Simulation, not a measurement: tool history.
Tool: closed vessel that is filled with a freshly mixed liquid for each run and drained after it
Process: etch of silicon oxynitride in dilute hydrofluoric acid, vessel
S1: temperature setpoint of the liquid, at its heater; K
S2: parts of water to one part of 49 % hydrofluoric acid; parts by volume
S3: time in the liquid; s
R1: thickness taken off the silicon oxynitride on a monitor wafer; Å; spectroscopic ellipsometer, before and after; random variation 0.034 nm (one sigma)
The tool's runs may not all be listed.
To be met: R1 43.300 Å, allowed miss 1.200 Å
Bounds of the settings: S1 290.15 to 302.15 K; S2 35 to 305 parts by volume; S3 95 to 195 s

run,hour,S1,S2,S3,R1
1,0.0,294.15,170,195,18.804
2,5.0,296.15,170,195,20.891
3,11.2,296.15,140,195,26.213
4,12.5,296.15,140,195,26.129
5,21.3,296.65,135,195,28.080
6,28.0,296.65,135,195,27.793
7,37.0,296.65,135,195,27.613
8,37.5,297.15,130,195,29.744
9,39.5,297.65,130,195,30.298
10,46.7,298.15,130,195,30.623
11,50.2,302.15,95,195,52.836
12,58.9,301.65,95,195,51.864
13,63.2,301.15,95,195,50.022
14,69.0,300.65,95,195,48.555
15,71.5,299.65,95,195,46.374
16,78.6,299.15,95,195,46.277

5 next moves are on the table. One of them brings every result within its allowed miss. Which?
A,85.7,298.15,90,195,?
B,85.7,299.65,100,190,?
C,85.7,300.15,90,195,?
D,85.7,296.15,80,195,?
E,85.7,299.65,85,195,?

move,R1
A,46.489
B,43.257
C,50.962
D,48.052
E,53.002
A: further off than the last run
B: meets every target
C: further off than the last run
D: further off than the last run
E: further off than the last run
Move B is the one to make.
